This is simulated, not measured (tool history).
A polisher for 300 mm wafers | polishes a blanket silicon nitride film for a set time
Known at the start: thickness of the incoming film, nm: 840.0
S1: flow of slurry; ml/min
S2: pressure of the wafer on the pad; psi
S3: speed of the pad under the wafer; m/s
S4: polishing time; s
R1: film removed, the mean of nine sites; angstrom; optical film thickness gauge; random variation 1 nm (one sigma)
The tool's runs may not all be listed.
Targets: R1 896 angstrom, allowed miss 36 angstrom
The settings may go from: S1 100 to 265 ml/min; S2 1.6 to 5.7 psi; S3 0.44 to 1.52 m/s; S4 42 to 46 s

Run 1, hour 0: S1 170 ml/min, S2 3.6 psi, S3 0.98 m/s, S4 46 s. Result: R1 716.02 angstrom.
Run 2, hour 7.7: S1 170 ml/min, S2 3.6 psi, S3 0.82 m/s, S4 46 s. Result: R1 645.54 angstrom.
Run 3, hour 16.6: S1 170 ml/min, S2 3.6 psi, S3 0.82 m/s, S4 42 s. Result: R1 583.85 angstrom.
Run 4, hour 24.1: S1 170 ml/min, S2 3.8 psi, S3 0.82 m/s, S4 42 s. Result: R1 614.93 angstrom.
Run 5, hour 31.8: S1 170 ml/min, S2 4 psi, S3 0.82 m/s, S4 42 s. Result: R1 653.85 angstrom.
Run 6, hour 35: S1 170 ml/min, S2 4 psi, S3 0.82 m/s, S4 42 s. Result: R1 667.52 angstrom.
Run 7, hour 36.8: S1 170 ml/min, S2 4.1 psi, S3 0.82 m/s, S4 42 s. Result: R1 657.27 angstrom.
Run 8, hour 38.5: S1 170 ml/min, S2 4.3 psi, S3 0.82 m/s, S4 42 s. Result: R1 703.2 angstrom.
Run 9, hour 41.9: S1 170 ml/min, S2 4.4 psi, S3 0.82 m/s, S4 42 s. Result: R1 726.93 angstrom.

Which of these 5 next moves meets every target?
Run A, hour 45.3: S1 115 ml/min, S2 4.6 psi, S3 0.68 m/s, S4 44 s. Result: R1 ?.
Run B, hour 45.3: S1 220 ml/min, S2 4.7 psi, S3 1.04 m/s, S4 46 s. Result: R1 ?.
Run C, hour 45.3: S1 205 ml/min, S2 3.8 psi, S3 0.82 m/s, S4 42 s. Result: R1 ?.
Run D, hour 45.3: S1 170 ml/min, S2 4.3 psi, S3 0.74 m/s, S4 42 s. Result: R1 ?.
Run E, hour 45.3: S1 200 ml/min, S2 4.8 psi, S3 0.84 m/s, S4 46 s. Result: R1 ?.

move      R1
   A  643.78
   B    1003
   C  637.13
   D   657.1
   E   885.9
A: further off than the last run
B: takes the result that was furthest off past its target
C: further off than the last run
D: further off than the last run
E: meets every target
Move E is the one to make.

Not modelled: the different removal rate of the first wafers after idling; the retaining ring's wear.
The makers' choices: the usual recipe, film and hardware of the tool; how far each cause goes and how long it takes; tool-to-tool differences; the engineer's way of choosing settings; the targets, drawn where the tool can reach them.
